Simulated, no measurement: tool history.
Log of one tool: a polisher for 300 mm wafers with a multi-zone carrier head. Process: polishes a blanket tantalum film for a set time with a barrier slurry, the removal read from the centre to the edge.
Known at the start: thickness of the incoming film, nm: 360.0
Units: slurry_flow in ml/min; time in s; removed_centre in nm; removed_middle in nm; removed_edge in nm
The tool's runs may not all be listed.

| run | day | slurry_flow | centre_zone | middle_zone | edge_zone | slurry_solids | time | removed_centre | removed_middle | removed_edge |
|---|---|---|---|---|---|---|---|---|---|---|
| 1 | 0.000 | 235 | 1.00 | 1.00 | 1.00 | 1.00 | 40 | 56.076 | 57.736 | 56.426 |
| 2 | 0.029 | 235 | 1.05 | 1.00 | 1.00 | 1.00 | 40 | 57.307 | 57.666 | 56.728 |
| 3 | 0.292 | 235 | 0.96 | 1.00 | 1.00 | 1.00 | 40 | 54.846 | 56.617 | 56.385 |
| 4 | 0.350 | 235 | 0.96 | 1.00 | 1.00 | 1.20 | 40 | 56.378 | 59.728 | 59.053 |
| 5 | 0.412 | 240 | 0.97 | 1.01 | 1.01 | 1.25 | 40 | 58.379 | 61.065 | 58.517 |
| 6 | 0.562 | 235 | 0.96 | 1.02 | 1.01 | 1.25 | 41 | 57.840 | 62.700 | 59.413 |
| 7 | 0.925 | 235 | 0.95 | 1.02 | 1.02 | 1.30 | 42 | 59.929 | 64.352 | 62.369 |
| 8 | 1.267 | 235 | 0.95 | 1.03 | 1.03 | 1.30 | 43 | 61.261 | 66.076 | 65.211 |
| 9 | 1.371 | 240 | 0.95 | 1.05 | 1.04 | 1.30 | 43 | 61.430 | 68.424 | 65.510 |
| 10 | 1.733 | 245 | 0.96 | 1.06 | 1.05 | 1.30 | 43 | 61.941 | 68.616 | 66.211 |
| 11 | 2.100 | 250 | 0.97 | 1.07 | 1.06 | 1.30 | 43 | 64.480 | 68.911 | 66.075 |
| 12 | 2.142 | 250 | 0.96 | 1.08 | 1.07 | 1.30 | 43 | 61.760 | 70.634 | 65.047 |

Forecast run 13:
| 13 | 2.308 | 250 | 0.96 | 1.08 | 1.08 | 1.30 | 43 | ? | ? | ? |

{"run 13": {"removed_centre": 61.931, "removed_middle": 70.689, "removed_edge": 66.033}}
